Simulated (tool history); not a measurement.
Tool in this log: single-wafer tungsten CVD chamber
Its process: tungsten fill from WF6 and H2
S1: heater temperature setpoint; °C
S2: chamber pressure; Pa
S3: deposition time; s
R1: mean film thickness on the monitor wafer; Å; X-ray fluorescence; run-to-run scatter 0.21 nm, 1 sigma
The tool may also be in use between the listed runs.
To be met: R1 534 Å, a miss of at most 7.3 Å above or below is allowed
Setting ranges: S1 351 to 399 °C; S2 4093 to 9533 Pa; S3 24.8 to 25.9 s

| run | hour | S1 | S2 | S3 | R1 |
|---|---|---|---|---|---|
| 1 | 0 | 375 | 6813 | 25.9 | 628.94 |
| 2 | 1.5 | 374 | 6813 | 25.9 | 613.1 |
| 3 | 8 | 373 | 6813 | 25.9 | 602.77 |
| 4 | 8.8 | 373 | 7693 | 25.9 | 636.3 |
| 5 | 15.8 | 373 | 6706 | 25.9 | 594.19 |
| 6 | 18.2 | 372 | 6706 | 25.9 | 586.79 |
| 7 | 22.9 | 372 | 6706 | 25.9 | 580.79 |
| 8 | 24.6 | 371 | 6706 | 25.9 | 568.99 |
| 9 | 32.3 | 369 | 6706 | 25.9 | 543.95 |

Of the 4 settings listed for the next run, only one would bring every result within its allowed miss of target. Which one?
| A | 40 | 369 | 7199 | 25.2 | ? |
| B | 40 | 369 | 6653 | 25 | ? |
| C | 40 | 370 | 6639 | 25.9 | ? |
| D | 40 | 368 | 7413 | 24.8 | ? |

| move | R1 |
|---|---|
| A | 552.3 |
| B | 525.42 |
| C | 556.3 |
| D | 539.4 |
A: further off than the last run
B: the result that was furthest off in the last run now lies on the other side of its target
C: further off than the last run
D: hits every target within its allowed miss
The right move is D.
